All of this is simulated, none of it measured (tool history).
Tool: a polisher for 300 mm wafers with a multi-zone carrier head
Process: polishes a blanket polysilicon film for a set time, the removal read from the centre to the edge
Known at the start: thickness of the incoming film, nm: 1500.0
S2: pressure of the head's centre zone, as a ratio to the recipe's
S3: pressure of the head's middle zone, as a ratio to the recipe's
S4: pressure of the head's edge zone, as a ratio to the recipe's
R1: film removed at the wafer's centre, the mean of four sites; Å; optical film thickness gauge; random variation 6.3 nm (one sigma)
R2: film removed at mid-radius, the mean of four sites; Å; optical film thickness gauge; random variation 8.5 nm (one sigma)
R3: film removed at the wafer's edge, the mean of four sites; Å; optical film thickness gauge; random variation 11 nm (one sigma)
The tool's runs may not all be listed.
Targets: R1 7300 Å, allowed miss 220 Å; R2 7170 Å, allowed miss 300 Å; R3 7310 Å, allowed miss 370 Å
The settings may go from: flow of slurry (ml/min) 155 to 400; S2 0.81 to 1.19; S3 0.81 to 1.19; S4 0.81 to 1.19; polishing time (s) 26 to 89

run 1 day=0 | flow_of_slurry_(ml/min)=255 S2=1 S3=1 S4=1 polishing_time_(s)=57 | R1=6066.2 R2=5967.4 R3=5912.1
run 2 day=0.188 | flow_of_slurry_(ml/min)=255 S2=1 S3=0.94 S4=1 polishing_time_(s)=57 | R1=6008.9 R2=5722.1 R3=5789.6
run 3 day=0.267 | flow_of_slurry_(ml/min)=255 S2=0.96 S3=0.94 S4=1 polishing_time_(s)=57 | R1=5772.9 R2=5832.1 R3=5844.7
run 4 day=0.388 | flow_of_slurry_(ml/min)=255 S2=0.96 S3=0.94 S4=1 polishing_time_(s)=47 | R1=4743.2 R2=4648.6 R3=4905.3
run 5 day=0.592 | flow_of_slurry_(ml/min)=255 S2=0.96 S3=0.94 S4=0.93 polishing_time_(s)=47 | R1=4757.7 R2=4652.6 R3=4626.6
run 6 day=0.8 | flow_of_slurry_(ml/min)=260 S2=0.99 S3=0.98 S4=0.99 polishing_time_(s)=51 | R1=5273.9 R2=5286.8 R3=5104.4
run 7 day=1.008 | flow_of_slurry_(ml/min)=250 S2=1 S3=0.99 S4=1.02 polishing_time_(s)=55 | R1=5786.6 R2=5734.8 R3=5636.5
run 8 day=1.062 | flow_of_slurry_(ml/min)=255 S2=1.01 S3=0.99 S4=1.06 polishing_time_(s)=57 | R1=6160.4 R2=5913.8 R3=6135.5
run 9 day=1.2 | flow_of_slurry_(ml/min)=265 S2=1.02 S3=1.03 S4=1.09 polishing_time_(s)=58 | R1=6146.3 R2=6262.2 R3=6373.6
run 10 day=1.242 | flow_of_slurry_(ml/min)=270 S2=1.04 S3=1.05 S4=1.11 polishing_time_(s)=59 | R1=6465 R2=6405.9 R3=6535.6

4 next moves are on the table. One of them brings every result within its allowed miss. Which?
run A day=1.283 | flow_of_slurry_(ml/min)=270 S2=1.17 S3=1 S4=1.1 polishing_time_(s)=63 | R1=? R2=? R3=?
run B day=1.283 | flow_of_slurry_(ml/min)=270 S2=0.86 S3=1.16 S4=0.81 polishing_time_(s)=62 | R1=? R2=? R3=?
run C day=1.283 | flow_of_slurry_(ml/min)=225 S2=1.06 S3=1.07 S4=1.14 polishing_time_(s)=67 | R1=? R2=? R3=?
run D day=1.283 | flow_of_slurry_(ml/min)=295 S2=0.84 S3=0.84 S4=1.19 polishing_time_(s)=61 | R1=? R2=? R3=?

move=A R1=7690.9 R2=6631.7 R3=6738.6
move=B R1=5818.6 R2=7238 R3=5733.5
move=C R1=7331 R2=7228.1 R3=7175.2
move=D R1=5660.4 R2=5794.8 R3=6853.8
A: takes the result that was furthest off past its target
B: further off than the last run
C: meets every target
D: further off than the last run
Move C is the one to make.

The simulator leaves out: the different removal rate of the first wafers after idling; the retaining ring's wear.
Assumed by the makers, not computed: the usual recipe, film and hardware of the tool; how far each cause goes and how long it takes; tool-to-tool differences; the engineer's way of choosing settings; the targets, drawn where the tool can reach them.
